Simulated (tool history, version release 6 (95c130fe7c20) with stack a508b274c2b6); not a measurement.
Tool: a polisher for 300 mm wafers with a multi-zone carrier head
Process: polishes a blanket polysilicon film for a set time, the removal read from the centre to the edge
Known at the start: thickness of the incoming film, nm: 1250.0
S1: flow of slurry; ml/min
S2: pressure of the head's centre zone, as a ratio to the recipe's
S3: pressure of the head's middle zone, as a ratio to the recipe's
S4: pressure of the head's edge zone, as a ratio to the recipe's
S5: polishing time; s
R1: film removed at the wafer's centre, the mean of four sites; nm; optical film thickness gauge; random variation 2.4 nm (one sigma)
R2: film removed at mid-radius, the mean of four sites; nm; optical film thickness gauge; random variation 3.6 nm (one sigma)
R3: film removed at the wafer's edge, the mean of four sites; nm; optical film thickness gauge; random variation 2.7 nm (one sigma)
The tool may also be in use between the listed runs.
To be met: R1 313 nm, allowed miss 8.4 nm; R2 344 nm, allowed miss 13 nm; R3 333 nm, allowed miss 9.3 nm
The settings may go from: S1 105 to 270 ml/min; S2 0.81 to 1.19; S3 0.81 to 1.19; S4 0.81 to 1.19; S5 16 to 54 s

{"run": 1, "day": 0.0, "S1": 175, "S2": 1, "S3": 1, "S4": 1, "S5": 35, "R1": 215.94, "R2": 210.1, "R3": 217.38}
{"run": 2, "day": 0.292, "S1": 205, "S2": 1, "S3": 1, "S4": 1, "S5": 35, "R1": 223.48, "R2": 217.4, "R3": 220.22}
{"run": 3, "day": 0.529, "S1": 205, "S2": 1, "S3": 1, "S4": 1, "S5": 41, "R1": 258.85, "R2": 249.54, "R3": 256.8}
{"run": 4, "day": 0.825, "S1": 205, "S2": 1, "S3": 1.04, "S4": 1.03, "S5": 43, "R1": 273.51, "R2": 278.68, "R3": 277.69}
{"run": 5, "day": 0.846, "S1": 210, "S2": 1.01, "S3": 1.06, "S4": 1.06, "S5": 44, "R1": 286.09, "R2": 286.02, "R3": 280.57}
{"run": 6, "day": 1.062, "S1": 210, "S2": 1.01, "S3": 1.11, "S4": 1.06, "S5": 44, "R1": 284.63, "R2": 302.76, "R3": 285.2}
{"run": 7, "day": 1.342, "S1": 210, "S2": 1, "S3": 1.11, "S4": 1.07, "S5": 45, "R1": 289.26, "R2": 307.64, "R3": 294.48}
{"run": 8, "day": 1.479, "S1": 210, "S2": 0.99, "S3": 1.12, "S4": 1.08, "S5": 46, "R1": 291.24, "R2": 311.32, "R3": 303.56}
{"run": 9, "day": 1.775, "S1": 215, "S2": 0.99, "S3": 1.13, "S4": 1.09, "S5": 47, "R1": 300.96, "R2": 319.58, "R3": 309.61}
{"run": 10, "day": 1.912, "S1": 215, "S2": 0.99, "S3": 1.14, "S4": 1.1, "S5": 48, "R1": 305.29, "R2": 329.56, "R3": 322.05}
{"run": 11, "day": 1.962, "S1": 220, "S2": 0.99, "S3": 1.15, "S4": 1.1, "S5": 48, "R1": 310.12, "R2": 340.36, "R3": 322.02}
{"run": 12, "day": 2.167, "S1": 220, "S2": 0.99, "S3": 1.15, "S4": 1.11, "S5": 48, "R1": 307.29, "R2": 337.99, "R3": 321.33}
{"run": 13, "day": 2.379, "S1": 220, "S2": 0.99, "S3": 1.15, "S4": 1.12, "S5": 48, "R1": 308.01, "R2": 336.34, "R3": 321.75}

5 next moves are on the table. One of them brings every result within its allowed miss. Which?
{"run": "A", "day": 2.592, "S1": 250, "S2": 1.07, "S3": 1.15, "S4": 1.17, "S5": 44, "R1": "?", "R2": "?", "R3": "?"}
{"run": "B", "day": 2.592, "S1": 230, "S2": 0.97, "S3": 1.13, "S4": 1.12, "S5": 50, "R1": "?", "R2": "?", "R3": "?"}
{"run": "C", "day": 2.592, "S1": 270, "S2": 0.97, "S3": 1.19, "S4": 1, "S5": 47, "R1": "?", "R2": "?", "R3": "?"}
{"run": "D", "day": 2.592, "S1": 200, "S2": 0.96, "S3": 1.03, "S4": 1.15, "S5": 52, "R1": "?", "R2": "?", "R3": "?"}
{"run": "E", "day": 2.592, "S1": 245, "S2": 1.05, "S3": 1.15, "S4": 1.06, "S5": 47, "R1": "?", "R2": "?", "R3": "?"}

move=A R1=310.19 R2=314.07 R3=304.4
move=B R1=315.54 R2=348.04 R3=335.59
move=C R1=303.23 R2=348.92 R3=302.42
move=D R1=317.34 R2=327.74 R3=348.94
move=E R1=324.22 R2=334.74 R3=308.64
A: further off than the last run
B: meets every target
C: further off than the last run
D: takes the result that was furthest off past its target
E: further off than the last run
Move B is the one to make.
